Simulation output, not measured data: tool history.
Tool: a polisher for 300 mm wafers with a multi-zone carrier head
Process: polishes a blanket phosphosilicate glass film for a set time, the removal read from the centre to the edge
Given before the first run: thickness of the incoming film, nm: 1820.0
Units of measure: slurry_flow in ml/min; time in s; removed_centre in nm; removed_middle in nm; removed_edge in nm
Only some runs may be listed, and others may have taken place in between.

run	day	slurry_flow	centre_zone	middle_zone	edge_zone	slurry_solids	time	removed_centre	removed_middle	removed_edge
1	0.000	170	1.00	1.00	1.00	1.00	88	439.50	443.70	448.74
2	0.075	170	1.00	0.94	1.00	1.00	88	434.62	424.38	450.11
3	0.333	180	0.99	0.99	1.00	1.10	90	478.14	467.17	489.17
4	0.508	180	0.99	0.94	1.00	1.10	90	463.67	447.67	489.48
5	0.633	175	0.96	0.99	0.97	1.15	94	471.82	492.94	507.11
# day 0.817: slurry nozzle cleaned
6	0.817	175	0.96	0.99	0.97	1.25	94	561.03	552.70	557.69
7	0.988	175	0.94	1.02	0.97	1.25	95	543.86	576.66	552.10
8	1.208	175	0.93	1.04	1.00	1.25	96	537.92	594.02	575.73
9	1.312	225	0.98	1.14	1.03	1.35	96	602.43	697.06	611.07
10	1.512	225	0.98	1.14	1.04	1.35	96	618.94	690.13	608.65
11	1.571	225	0.97	1.15	1.05	1.35	96	601.05	692.84	615.92

Predict the results of run 12:
12	1.867	225	0.97	1.16	1.05	1.35	96	?	?	?

removed_centre: 615.91 nm
removed_middle: 714.06 nm
removed_edge: 614.29 nm

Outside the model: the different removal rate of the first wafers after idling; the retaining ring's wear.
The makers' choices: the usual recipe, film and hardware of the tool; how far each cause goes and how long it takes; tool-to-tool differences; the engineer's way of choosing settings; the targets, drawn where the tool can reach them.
